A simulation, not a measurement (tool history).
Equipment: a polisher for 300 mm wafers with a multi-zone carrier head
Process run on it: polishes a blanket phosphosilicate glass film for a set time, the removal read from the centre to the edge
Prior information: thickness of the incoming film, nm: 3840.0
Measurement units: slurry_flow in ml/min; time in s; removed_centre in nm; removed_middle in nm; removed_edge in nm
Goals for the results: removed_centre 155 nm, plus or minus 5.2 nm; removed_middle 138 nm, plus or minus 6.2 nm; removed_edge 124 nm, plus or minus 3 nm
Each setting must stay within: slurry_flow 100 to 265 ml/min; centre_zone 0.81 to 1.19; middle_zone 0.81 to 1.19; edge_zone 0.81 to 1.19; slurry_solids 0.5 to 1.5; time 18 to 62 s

| run | day | slurry_flow | centre_zone | middle_zone | edge_zone | slurry_solids | time | removed_centre | removed_middle | removed_edge |
|---|---|---|---|---|---|---|---|---|---|---|
| 1 | 0 | 170 | 1 | 1 | 1 | 1 | 40 | 294.5 | 266.91 | 266.69 |
| 2 | 0.233 | 170 | 1 | 1 | 1 | 1 | 47 | 338.75 | 318.29 | 317 |
| 3 | 0.533 | 165 | 1 | 1.01 | 0.95 | 0.85 | 40 | 268.88 | 242.17 | 235.31 |
| 4 | 0.842 | 160 | 0.99 | 1.02 | 0.91 | 0.75 | 36 | 215.34 | 202.68 | 189.77 |
|  | 1.196 | centre zone pressure recalibrated |
| 5 | 1.196 | 160 | 0.99 | 1.07 | 0.91 | 0.75 | 36 | 197.67 | 215.98 | 189.9 |
| 6 | 1.429 | 155 | 1 | 1.05 | 0.88 | 0.7 | 34 | 178.14 | 188.02 | 167.19 |
| 7 | 1.725 | 135 | 1.1 | 1.01 | 0.81 | 0.5 | 30 | 121.67 | 111.37 | 101.47 |
| 8 | 2.079 | 165 | 1.09 | 1.01 | 0.82 | 0.5 | 30 | 128.45 | 120.3 | 104.84 |
| 9 | 2.254 | 215 | 1.11 | 0.94 | 0.92 | 0.55 | 30 | 148.43 | 125.55 | 125.93 |
| 10 | 2.567 | 220 | 1.12 | 0.96 | 0.91 | 0.55 | 30 | 151.44 | 129.66 | 126.46 |

Consider the 5 candidate settings below. Which is the only one whose results all fall within their allowed miss of target?
| A | 2.879 | 220 | 1.12 | 0.93 | 0.94 | 0.55 | 29 | ? | ? | ? |
| B | 2.879 | 245 | 1.05 | 1.07 | 0.86 | 0.65 | 26 | ? | ? | ? |
| C | 2.879 | 170 | 1.19 | 0.9 | 0.83 | 0.75 | 24 | ? | ? | ? |
| D | 2.879 | 215 | 1.07 | 0.96 | 0.93 | 0.55 | 31 | ? | ? | ? |
| E | 2.879 | 180 | 1.14 | 1.01 | 0.84 | 0.55 | 31 | ? | ? | ? |

| move | removed_centre | removed_middle | removed_edge |
|---|---|---|---|
| A | 147.99 | 124.69 | 122.8 |
| B | 147.25 | 148.71 | 124.23 |
| C | 162.09 | 125.64 | 121.58 |
| D | 150.59 | 136.48 | 130.26 |
| E | 155.71 | 138.56 | 121.84 |
A: misses by more than the last run did
B: pushes the last run's worst result past its target
C: misses by more than the last run did
D: brings the last run's worst result on target, with another outside its allowed miss
E: hits every target within its allowed miss
Correct choice: E, which meets every target

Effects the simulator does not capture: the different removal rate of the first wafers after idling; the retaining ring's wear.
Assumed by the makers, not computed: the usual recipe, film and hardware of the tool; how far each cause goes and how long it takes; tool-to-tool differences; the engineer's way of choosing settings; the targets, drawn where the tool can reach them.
